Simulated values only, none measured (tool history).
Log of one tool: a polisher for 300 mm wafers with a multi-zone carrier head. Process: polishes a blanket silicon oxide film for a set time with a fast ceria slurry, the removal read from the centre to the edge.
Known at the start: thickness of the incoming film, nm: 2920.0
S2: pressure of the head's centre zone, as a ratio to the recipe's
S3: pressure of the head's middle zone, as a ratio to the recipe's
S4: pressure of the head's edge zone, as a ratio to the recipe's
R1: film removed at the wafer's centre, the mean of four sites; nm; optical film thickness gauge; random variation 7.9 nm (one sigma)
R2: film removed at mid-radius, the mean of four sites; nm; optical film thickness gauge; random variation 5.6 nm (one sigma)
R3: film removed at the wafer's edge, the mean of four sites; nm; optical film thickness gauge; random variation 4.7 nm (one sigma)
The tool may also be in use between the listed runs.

{"run": 1, "day": 0.0, "flow of slurry (ml/min)": 295, "S2": 1, "S3": 1, "S4": 1, "polishing time (s)": 32, "R1": 727.7, "R2": 737.98, "R3": 725.75}
{"run": 2, "day": 0.362, "flow of slurry (ml/min)": 295, "S2": 1.05, "S3": 1, "S4": 1, "polishing time (s)": 32, "R1": 767.94, "R2": 740.43, "R3": 729.5}
{"run": 3, "day": 0.425, "flow of slurry (ml/min)": 295, "S2": 1.05, "S3": 0.91, "S4": 1, "polishing time (s)": 32, "R1": 766.4, "R2": 687.82, "R3": 726.4}
{"run": 4, "day": 0.721, "flow of slurry (ml/min)": 285, "S2": 1.03, "S3": 0.93, "S4": 0.97, "polishing time (s)": 32, "R1": 742.19, "R2": 697.48, "R3": 717.23}
{"run": 5, "day": 1.05, "flow of slurry (ml/min)": 285, "S2": 1.09, "S3": 0.93, "S4": 0.97, "polishing time (s)": 32, "R1": 805.69, "R2": 698.21, "R3": 711.34}
{"run": 6, "day": 1.417, "flow of slurry (ml/min)": 285, "S2": 1.09, "S3": 0.93, "S4": 0.97, "polishing time (s)": 27, "R1": 675.64, "R2": 583.61, "R3": 608.02}

Run 7 comes next. What will it give?
{"run": 7, "day": 1.658, "flow of slurry (ml/min)": 285, "S2": 1.09, "S3": 0.93, "S4": 0.97, "polishing time (s)": 27, "R1": "?", "R2": "?", "R3": "?"}

Run 7 gave R1 673.31 nm, R2 594.92 nm, R3 612.94 nm.

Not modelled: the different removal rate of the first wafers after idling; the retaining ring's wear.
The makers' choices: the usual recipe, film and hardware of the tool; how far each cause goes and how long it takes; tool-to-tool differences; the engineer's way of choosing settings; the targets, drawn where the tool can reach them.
